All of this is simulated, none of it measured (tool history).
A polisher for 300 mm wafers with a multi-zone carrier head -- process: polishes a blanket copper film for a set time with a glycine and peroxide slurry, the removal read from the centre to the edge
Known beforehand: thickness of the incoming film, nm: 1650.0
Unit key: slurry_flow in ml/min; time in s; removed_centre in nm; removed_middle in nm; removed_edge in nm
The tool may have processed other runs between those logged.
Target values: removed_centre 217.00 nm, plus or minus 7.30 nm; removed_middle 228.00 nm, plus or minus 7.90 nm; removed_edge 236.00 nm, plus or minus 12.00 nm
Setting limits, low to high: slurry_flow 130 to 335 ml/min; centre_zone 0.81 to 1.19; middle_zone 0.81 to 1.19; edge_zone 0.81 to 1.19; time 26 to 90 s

run,day,slurry_flow,centre_zone,middle_zone,edge_zone,time,removed_centre,removed_middle,removed_edge
1,0.000,215,1.00,1.00,1.00,58,260.58,252.54,235.70
2,0.325,215,1.00,1.00,0.94,58,255.40,253.34,231.36
3,0.521,215,1.00,1.00,0.94,65,285.57,284.85,259.73
4,0.600,210,0.98,0.98,0.94,65,281.43,278.85,262.11
5,0.762,210,0.98,1.03,0.94,65,282.44,289.69,259.38
6,0.871,210,0.93,1.03,0.94,65,266.42,290.88,256.00
7,1.079,170,0.83,0.93,0.96,61,218.31,237.30,243.81
# day 1.408: edge zone pressure recalibrated
8,1.408,165,0.84,0.92,0.94,60,214.87,236.79,248.08
9,1.550,170,0.84,0.92,0.94,60,210.92,236.47,245.46
10,1.675,170,0.84,0.92,0.94,60,214.72,236.70,238.73

Of the 4 settings listed for the next run, only one would bring every result within its allowed miss of target. Which one?
A,1.800,185,0.91,1.09,0.94,55,?,?,?
B,1.800,155,0.81,0.91,0.93,64,?,?,?
C,1.800,175,0.88,0.91,0.97,58,?,?,?
D,1.800,175,0.90,1.01,0.86,55,?,?,?

move,removed_centre,removed_middle,removed_edge
A,215.41,250.54,225.92
B,216.87,246.49,257.94
C,217.62,226.95,240.49
D,211.23,233.88,217.53
A: misses by more than the last run did
B: misses by more than the last run did
C: every result within its allowed miss
D: meets the target for the result that was furthest off, but another lies outside its allowed miss
Go with C: it meets all targets.
